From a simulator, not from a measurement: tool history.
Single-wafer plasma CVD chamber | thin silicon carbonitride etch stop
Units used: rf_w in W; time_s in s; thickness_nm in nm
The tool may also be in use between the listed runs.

run	hour	rf_w	time_s	thickness_nm
1	0	165	7.21	3.9591
2	0.7	165	6.49	3.5797
3	2.4	175	6.49	3.5651
4	9.8	190	6.49	3.6375
5	14.4	195	7.1	4.0236
6	21.5	200	7.49	4.2387

Run 7, settings as shown, results not yet in. Your forecast:
7	23.1	200	7.81	?

thickness_nm: 4.4097 nm
